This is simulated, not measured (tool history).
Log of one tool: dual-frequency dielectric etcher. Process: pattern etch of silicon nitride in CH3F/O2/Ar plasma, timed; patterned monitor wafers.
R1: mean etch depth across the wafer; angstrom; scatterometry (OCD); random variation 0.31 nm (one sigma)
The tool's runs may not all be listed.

Run 1, hour 0.0: source power (W) 370, bias power (W) 95, etch time (s) 98. Result: R1 698.93 angstrom.
Run 2, hour 1.1: source power (W) 370, bias power (W) 95, etch time (s) 102. Result: R1 725.32 angstrom.
Run 3, hour 6.9: source power (W) 350, bias power (W) 94, etch time (s) 102. Result: R1 707.06 angstrom.
Run 4, hour 15.1: source power (W) 340, bias power (W) 94, etch time (s) 102. Result: R1 705.75 angstrom.
Run 5, hour 21.8: source power (W) 330, bias power (W) 93, etch time (s) 102. Result: R1 694.51 angstrom.
Run 6, hour 25.3: source power (W) 320, bias power (W) 92, etch time (s) 102. Result: R1 674.36 angstrom.

Forecast run 7:
Run 7, hour 32.0: source power (W) 310, bias power (W) 92, etch time (s) 102. Result: R1 ?.

R1: 674.63 angstrom
